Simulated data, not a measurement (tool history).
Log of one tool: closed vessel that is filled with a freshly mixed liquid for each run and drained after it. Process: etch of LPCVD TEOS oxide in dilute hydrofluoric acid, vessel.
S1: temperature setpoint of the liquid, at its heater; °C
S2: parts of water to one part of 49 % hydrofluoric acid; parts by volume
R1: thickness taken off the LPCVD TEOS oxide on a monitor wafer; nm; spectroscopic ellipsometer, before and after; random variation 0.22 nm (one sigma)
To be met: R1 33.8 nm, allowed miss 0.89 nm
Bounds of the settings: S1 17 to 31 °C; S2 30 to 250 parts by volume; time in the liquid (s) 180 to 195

{"run": 1, "hour": 0.0, "S1": 23, "S2": 140, "time in the liquid (s)": 180, "R1": 64.561}
{"run": 2, "hour": 5.8, "S1": 26, "S2": 140, "time in the liquid (s)": 180, "R1": 72.214}
{"run": 3, "hour": 13.8, "S1": 26, "S2": 170, "time in the liquid (s)": 180, "R1": 57.411}
{"run": 4, "hour": 21.5, "S1": 23.5, "S2": 180, "time in the liquid (s)": 180, "R1": 49.299}
{"run": 5, "hour": 24.8, "S1": 22, "S2": 185, "time in the liquid (s)": 180, "R1": 44.294}
{"run": 6, "hour": 33.7, "S1": 20.5, "S2": 190, "time in the liquid (s)": 180, "R1": 41.168}
{"run": 7, "hour": 35.0, "S1": 19.5, "S2": 195, "time in the liquid (s)": 180, "R1": 38.534}
{"run": 8, "hour": 41.0, "S1": 19, "S2": 195, "time in the liquid (s)": 180, "R1": 37.935}
{"run": 9, "hour": 48.6, "S1": 18.5, "S2": 195, "time in the liquid (s)": 180, "R1": 37.172}
{"run": 10, "hour": 50.8, "S1": 18, "S2": 195, "time in the liquid (s)": 180, "R1": 36.036}

Which of these 4 next moves meets every target?
{"run": "A", "hour": 53.0, "S1": 17.5, "S2": 190, "time in the liquid (s)": 195, "R1": "?"}
{"run": "B", "hour": 53.0, "S1": 17, "S2": 225, "time in the liquid (s)": 190, "R1": "?"}
{"run": "C", "hour": 53.0, "S1": 25, "S2": 240, "time in the liquid (s)": 190, "R1": "?"}
{"run": "D", "hour": 53.0, "S1": 17, "S2": 215, "time in the liquid (s)": 195, "R1": "?"}

move=A R1=39.526
move=B R1=30.88
move=C R1=38.504
move=D R1=33.465
A: further off than the last run
B: takes the result that was furthest off past its target
C: further off than the last run
D: meets every target
Move D is the one to make.

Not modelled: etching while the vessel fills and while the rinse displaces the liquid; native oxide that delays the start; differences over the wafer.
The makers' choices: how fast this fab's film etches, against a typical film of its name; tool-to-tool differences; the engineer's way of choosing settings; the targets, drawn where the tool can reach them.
